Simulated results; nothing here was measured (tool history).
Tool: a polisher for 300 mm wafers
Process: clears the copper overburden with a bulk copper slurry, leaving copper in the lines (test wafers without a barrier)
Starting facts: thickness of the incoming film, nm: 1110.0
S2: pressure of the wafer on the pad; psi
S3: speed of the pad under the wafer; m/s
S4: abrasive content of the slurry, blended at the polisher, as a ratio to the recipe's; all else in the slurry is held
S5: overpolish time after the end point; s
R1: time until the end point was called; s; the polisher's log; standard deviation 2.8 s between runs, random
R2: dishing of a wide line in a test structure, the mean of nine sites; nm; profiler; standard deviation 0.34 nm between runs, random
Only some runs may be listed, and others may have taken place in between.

Run 1, hour 0: flow of slurry (ml/min) 135, S2 2.5 psi, S3 1.24 m/s, S4 1, S5 13 s. Result: R1 106.33 s, R2 29.411 nm.
Run 2, hour 6.9: flow of slurry (ml/min) 135, S2 2.5 psi, S3 1.52 m/s, S4 1, S5 13 s. Result: R1 88.46 s, R2 31.72 nm.
Run 3, hour 14.3: flow of slurry (ml/min) 135, S2 2.1 psi, S3 1.48 m/s, S4 1, S5 12 s. Result: R1 100.9 s, R2 29.732 nm.
Run 4, hour 16.2: flow of slurry (ml/min) 120, S2 2.1 psi, S3 1.48 m/s, S4 1, S5 12 s. Result: R1 106.02 s, R2 29.521 nm.
Run 5, hour 18.8: flow of slurry (ml/min) 115, S2 1.8 psi, S3 1.44 m/s, S4 1, S5 12 s. Result: R1 125.57 s, R2 28.095 nm.
Run 6, hour 21.6: flow of slurry (ml/min) 115, S2 1.8 psi, S3 1.44 m/s, S4 1, S5 7 s. Result: R1 123.44 s, R2 23.411 nm.
Run 7, hour 30: flow of slurry (ml/min) 110, S2 1.6 psi, S3 1.44 m/s, S4 1, S5 8 s. Result: R1 140.7 s, R2 23.112 nm.

Run 8 is up next; what results do you expect?
Run 8, hour 32.4: flow of slurry (ml/min) 105, S2 1.5 psi, S3 1.44 m/s, S4 1, S5 9 s. Result: R1 ?, R2 ?.

{"run 8": {"R1": 146.32, "R2": 23.93}}
